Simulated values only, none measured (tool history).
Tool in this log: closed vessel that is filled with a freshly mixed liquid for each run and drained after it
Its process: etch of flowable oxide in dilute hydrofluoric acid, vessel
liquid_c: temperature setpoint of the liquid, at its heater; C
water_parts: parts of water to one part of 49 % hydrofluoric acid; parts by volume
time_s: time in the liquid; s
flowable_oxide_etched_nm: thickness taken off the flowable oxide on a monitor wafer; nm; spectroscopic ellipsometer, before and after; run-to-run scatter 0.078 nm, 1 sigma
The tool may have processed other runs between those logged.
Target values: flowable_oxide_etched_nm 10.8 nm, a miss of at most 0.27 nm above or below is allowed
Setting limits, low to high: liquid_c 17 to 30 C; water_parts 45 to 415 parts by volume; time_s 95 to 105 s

run  hour  liquid_c  water_parts  time_s  flowable_oxide_etched_nm
  1     0        22          230      95                    15.233
  2     8        24          230      95                    16.709
  3    12        24          230      95                    16.484
  4  15.7      22.5          240      95                    14.909
  5  23.4      22.5          240      95                    14.853
  6  30.1      22.5          240      95                    15.065
  7  37.4      21.5          250      95                    13.551
  8  42.4      20.5          255      95                    12.782
  9  50.2        17          270      95                    10.522

Of the 5 settings listed for the next run, only one would bring every result within its allowed miss of target. Which one?
  A    58      17.5          280      95                         ?
  B    58        21          310      95                         ?
  C    58        17          285     105                         ?
  D    58      17.5          275      95                         ?
  E    58        17          265     100                         ?

move  flowable_oxide_etched_nm
   A                    10.161
   B                    10.172
   C                    10.779
   D                     10.39
   E                     11.23
A: misses by more than the last run did
B: misses by more than the last run did
C: all results in spec
D: misses by more than the last run did
E: takes the result that was furthest off past its target
Correct choice: C, which meets every target
